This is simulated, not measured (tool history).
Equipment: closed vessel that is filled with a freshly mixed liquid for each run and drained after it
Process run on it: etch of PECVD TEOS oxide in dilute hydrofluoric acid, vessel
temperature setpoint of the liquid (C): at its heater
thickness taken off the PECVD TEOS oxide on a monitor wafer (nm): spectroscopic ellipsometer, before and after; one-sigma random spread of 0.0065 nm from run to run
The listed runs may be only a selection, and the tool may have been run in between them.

| run | hour | temperature setpoint of the liquid (C) | parts of water to one part of 49 % hydrofluoric acid (parts by volume) | time in the liquid (s) | thickness taken off the PECVD TEOS oxide on a monitor wafer (nm) |
|---|---|---|---|---|---|
| 1 | 0 | 24 | 240 | 30 | 1.5926 |
| 2 | 1.6 | 26.5 | 240 | 30 | 1.7386 |
| 3 | 9.2 | 30 | 240 | 30 | 1.9538 |
| 4 | 18.3 | 30 | 240 | 30 | 1.9716 |
| 5 | 24.3 | 27 | 245 | 30 | 1.7292 |
| 6 | 30.1 | 27 | 285 | 30 | 1.4254 |
| 7 | 33.9 | 25.5 | 285 | 30 | 1.3555 |
| 8 | 38.4 | 25.5 | 285 | 30 | 1.3578 |

Run 9 is up next; what results do you expect?
| 9 | 47.4 | 25.5 | 285 | 30 | ? |

thickness taken off the PECVD TEOS oxide on a monitor wafer (nm): 1.3477
